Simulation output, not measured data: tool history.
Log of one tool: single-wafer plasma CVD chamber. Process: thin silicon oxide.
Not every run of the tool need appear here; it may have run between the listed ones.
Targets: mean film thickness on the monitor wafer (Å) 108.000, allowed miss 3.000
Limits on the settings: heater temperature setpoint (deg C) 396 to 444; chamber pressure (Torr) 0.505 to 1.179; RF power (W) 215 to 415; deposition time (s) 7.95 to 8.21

| run | hour | heater temperature setpoint (deg C) | chamber pressure (Torr) | RF power (W) | deposition time (s) | mean film thickness on the monitor wafer (Å) |
|---|---|---|---|---|---|---|
| 1 | 0.0 | 420 | 0.842 | 315 | 7.95 | 146.090 |
| 2 | 4.4 | 420 | 0.842 | 315 | 8.21 | 151.820 |
| 3 | 6.8 | 429 | 0.842 | 315 | 8.21 | 150.370 |
| 4 | 14.7 | 429 | 0.906 | 315 | 8.21 | 160.740 |
| 5 | 18.8 | 429 | 0.838 | 310 | 8.20 | 147.970 |
| 6 | 22.5 | 429 | 0.786 | 310 | 8.19 | 139.600 |
| 7 | 26.0 | 429 | 0.744 | 310 | 8.19 | 132.430 |
| 8 | 33.8 | 429 | 0.712 | 310 | 8.19 | 126.250 |
| 9 | 42.1 | 429 | 0.564 | 305 | 8.17 | 98.056 |
| 10 | 48.1 | 429 | 0.564 | 305 | 8.17 | 97.629 |
| 11 | 49.7 | 429 | 0.576 | 305 | 8.17 | 99.685 |
| 12 | 53.1 | 429 | 0.586 | 305 | 8.17 | 101.590 |
| 13 | 57.3 | 429 | 0.594 | 305 | 8.17 | 103.330 |
| 14 | 57.9 | 429 | 0.639 | 305 | 8.18 | 112.090 |

Of the 4 settings listed for the next run, only one would bring every result within its allowed miss of target. Which one?
| A | 58.5 | 436 | 0.556 | 340 | 8.15 | ? |
| B | 58.5 | 426 | 0.603 | 315 | 8.21 | ? |
| C | 58.5 | 419 | 0.588 | 310 | 7.95 | ? |
| D | 58.5 | 411 | 0.725 | 215 | 8.07 | ? |

| move | mean film thickness on the monitor wafer (Å) |
|---|---|
| A | 101.180 |
| B | 107.740 |
| C | 101.070 |
| D | 101.000 |
A: takes the result that was furthest off past its target
B: every result lands within tolerance
C: takes the result that was furthest off past its target
D: takes the result that was furthest off past its target
B meets every target.
